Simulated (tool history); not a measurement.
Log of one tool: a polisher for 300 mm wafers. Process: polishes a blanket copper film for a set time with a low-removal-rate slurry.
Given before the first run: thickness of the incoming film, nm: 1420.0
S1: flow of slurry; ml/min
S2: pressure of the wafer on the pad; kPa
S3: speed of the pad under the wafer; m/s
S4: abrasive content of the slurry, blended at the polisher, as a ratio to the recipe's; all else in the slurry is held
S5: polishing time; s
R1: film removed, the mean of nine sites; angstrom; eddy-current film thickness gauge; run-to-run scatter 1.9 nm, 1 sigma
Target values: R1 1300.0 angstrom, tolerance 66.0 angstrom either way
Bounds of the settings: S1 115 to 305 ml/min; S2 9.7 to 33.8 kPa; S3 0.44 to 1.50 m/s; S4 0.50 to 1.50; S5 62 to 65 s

run	hour	S1	S2	S3	S4	S5	R1
1	0.0	195	21.4	0.96	1.00	62	1840.3
2	7.8	195	21.4	0.96	1.00	62	1918.6
3	15.6	195	19.3	0.96	1.00	62	1759.3
4	21.1	195	19.3	0.96	1.10	62	1730.8
5	27.0	230	19.3	0.96	1.10	62	1818.0
6	30.3	230	19.3	1.16	1.10	62	2140.6
# hour 37.8: slurry blender recalibrated
7	37.8	225	16.5	1.14	1.10	62	1975.5
8	45.4	220	14.5	1.08	1.10	62	1741.0
9	48.3	220	13.1	1.04	1.10	62	1564.5
10	52.5	220	12.4	1.02	1.10	62	1496.0
11	55.0	220	11.7	1.00	1.10	62	1425.7
12	63.0	220	11.0	1.00	1.10	62	1421.6

5 next moves are on the table. One of them brings every result within its allowed miss. Which?
A	71.0	230	9.7	1.00	1.15	62	?
B	71.0	160	9.7	0.94	1.25	62	?
C	71.0	225	14.5	0.98	1.40	62	?
D	71.0	220	9.7	1.10	1.10	65	?
E	71.0	235	12.4	1.08	1.10	63	?

move	R1
A	1328.6
B	1200.4
C	1665.1
D	1505.2
E	1646.6
A: in spec on every target
B: pushes the last run's worst result past its target
C: lands further from the targets than the last run did
D: lands further from the targets than the last run did
E: lands further from the targets than the last run did
Correct choice: A, which meets every target

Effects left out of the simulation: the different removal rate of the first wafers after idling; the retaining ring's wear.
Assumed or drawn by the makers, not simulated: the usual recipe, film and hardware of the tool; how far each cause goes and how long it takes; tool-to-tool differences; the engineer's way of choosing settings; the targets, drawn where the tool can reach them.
